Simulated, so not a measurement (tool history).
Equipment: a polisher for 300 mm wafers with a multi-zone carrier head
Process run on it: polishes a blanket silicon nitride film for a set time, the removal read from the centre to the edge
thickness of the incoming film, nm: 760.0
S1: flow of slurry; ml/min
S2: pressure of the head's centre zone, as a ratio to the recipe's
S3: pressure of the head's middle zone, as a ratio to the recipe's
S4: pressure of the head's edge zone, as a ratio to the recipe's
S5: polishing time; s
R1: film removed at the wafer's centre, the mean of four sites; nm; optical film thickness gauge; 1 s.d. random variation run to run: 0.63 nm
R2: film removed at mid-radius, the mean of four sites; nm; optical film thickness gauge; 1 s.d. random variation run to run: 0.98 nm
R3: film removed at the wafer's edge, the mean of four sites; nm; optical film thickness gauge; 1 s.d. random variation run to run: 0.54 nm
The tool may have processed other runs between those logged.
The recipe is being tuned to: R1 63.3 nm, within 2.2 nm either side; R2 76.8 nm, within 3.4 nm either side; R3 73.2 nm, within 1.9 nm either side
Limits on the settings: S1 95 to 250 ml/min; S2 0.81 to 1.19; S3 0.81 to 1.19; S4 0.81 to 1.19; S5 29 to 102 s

run 1 day=0 | S1=160 S2=1 S3=1 S4=1 S5=65 | R1=98.743 R2=110.59 R3=109.18
run 2 day=0.375 | S1=185 S2=1 S3=1 S4=1 S5=65 | R1=103.65 R2=111.2 R3=110.7
run 3 day=0.592 | S1=180 S2=0.99 S3=1 S4=0.99 S5=63 | R1=96.865 R2=106.9 R3=106.9
run 4 day=0.958 | S1=175 S2=0.99 S3=1 S4=0.98 S5=61 | R1=92.619 R2=103.38 R3=102.71
run 5 day=1.067 | S1=175 S2=0.99 S3=1 S4=0.97 S5=59 | R1=91.329 R2=99.61 R3=98.526
run 6 day=1.312 | S1=175 S2=0.99 S3=0.93 S4=0.97 S5=59 | R1=90.768 R2=96.165 R3=98.214
run 7 day=1.575 | S1=175 S2=0.99 S3=0.93 S4=0.97 S5=59 | R1=89.967 R2=92.757 R3=98.735
run 8 day=1.933 | S1=170 S2=0.98 S3=0.94 S4=0.96 S5=58 | R1=86.175 R2=92.91 R3=96.64
run 9 day=2.054 | S1=170 S2=0.98 S3=0.95 S4=0.95 S5=57 | R1=86.365 R2=92.178 R3=93.511
run 10 day=2.271 | S1=165 S2=0.97 S3=0.95 S4=0.94 S5=56 | R1=82.759 R2=90.962 R3=91.213
run 11 day=2.592 | S1=160 S2=0.96 S3=0.95 S4=0.93 S5=55 | R1=80.333 R2=88.392 R3=88.792
-- day=2.804 centre zone pressure recalibrated
run 12 day=2.804 | S1=155 S2=0.95 S3=0.95 S4=0.92 S5=54 | R1=83.886 R2=86.966 R3=86.772

Pick the move, out of 4, that brings all results within their allowed miss; only one does.
run A day=3.017 | S1=175 S2=0.93 S3=0.99 S4=1.11 S5=41 | R1=? R2=? R3=?
run B day=3.017 | S1=190 S2=0.89 S3=0.97 S4=1.11 S5=46 | R1=? R2=? R3=?
run C day=3.017 | S1=200 S2=0.84 S3=0.98 S4=0.94 S5=42 | R1=? R2=? R3=?
run D day=3.017 | S1=185 S2=0.91 S3=1.1 S4=1.08 S5=41 | R1=? R2=? R3=?

move=A R1=63.585 R2=68.432 R3=72.925
move=B R1=69.308 R2=76.541 R3=82.68
move=C R1=60.239 R2=71.095 R3=70.22
move=D R1=62.924 R2=75.569 R3=72.357
A: puts the biggest miss on target and leaves a different result outside tolerance
B: nearer than the last run, and not there yet
C: takes the biggest miss from the last run beyond its target
D: all results in spec
Correct choice: D, which meets every target
